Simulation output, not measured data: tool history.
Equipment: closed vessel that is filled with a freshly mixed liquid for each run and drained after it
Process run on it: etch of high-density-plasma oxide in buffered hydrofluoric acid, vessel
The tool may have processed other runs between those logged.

run	hour	temperature setpoint of the liquid (°C)	parts of 40 % ammonium fluoride to one part of 49 % hydrofluoric acid (parts by volume)	time in the liquid (s)	thickness taken off the high-density-plasma oxide on a monitor wafer (Å)
1	0.0	21.0	19	100	828.67
2	3.8	21.0	19	110	902.01
3	6.7	21.0	19	100	814.09
4	12.8	22.0	19	100	868.85
5	20.2	22.0	19	110	958.49
6	29.1	20.5	19	110	883.68
7	29.7	20.5	19	110	886.19
8	38.4	21.0	19	110	907.95
9	42.7	21.5	19	110	932.33
10	45.1	22.0	19	110	969.43
11	49.1	22.5	19	110	1003.00
12	50.0	23.0	19	110	1009.60
13	58.1	23.5	19	110	1046.40
14	63.6	24.0	19	110	1088.80
15	69.7	24.5	19	110	1094.20

What does the tool deliver on the next run?
16	77.2	25.0	19	110	?

{"run 16": {"thickness taken off the high-density-plasma oxide on a monitor wafer (Å)": 1114.9}}

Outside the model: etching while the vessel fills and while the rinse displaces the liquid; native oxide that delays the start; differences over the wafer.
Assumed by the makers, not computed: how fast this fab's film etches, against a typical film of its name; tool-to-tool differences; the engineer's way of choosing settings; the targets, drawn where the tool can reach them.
